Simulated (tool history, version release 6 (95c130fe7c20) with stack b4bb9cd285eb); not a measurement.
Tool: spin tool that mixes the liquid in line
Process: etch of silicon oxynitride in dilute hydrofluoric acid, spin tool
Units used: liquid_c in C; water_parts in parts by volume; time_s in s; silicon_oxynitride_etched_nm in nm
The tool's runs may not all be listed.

| run | hour | liquid_c | water_parts | time_s | silicon_oxynitride_etched_nm |
|---|---|---|---|---|---|
| 1 | 0 | 22 | 115 | 280 | 7.4683 |
| 2 | 8.6 | 23.5 | 105 | 280 | 8.8698 |
| 3 | 17.5 | 25 | 95 | 280 | 10.659 |
| 4 | 18.5 | 26.5 | 95 | 280 | 11.41 |
| 5 | 26.2 | 26.5 | 95 | 280 | 11.326 |
| 6 | 27.3 | 24 | 95 | 280 | 10.043 |
|  | 32.4 | thermometer replaced |
| 7 | 32.4 | 25 | 90 | 280 | 10.385 |
| 8 | 37.2 | 26 | 80 | 280 | 12.437 |
| 9 | 45.7 | 30 | 60 | 280 | 20.244 |
| 10 | 47.1 | 29.5 | 60 | 280 | 19.765 |

Run 11 comes next. What will it give?
| 11 | 50.1 | 29 | 60 | 280 | ? |

{"run 11": {"silicon_oxynitride_etched_nm": 19.403}}

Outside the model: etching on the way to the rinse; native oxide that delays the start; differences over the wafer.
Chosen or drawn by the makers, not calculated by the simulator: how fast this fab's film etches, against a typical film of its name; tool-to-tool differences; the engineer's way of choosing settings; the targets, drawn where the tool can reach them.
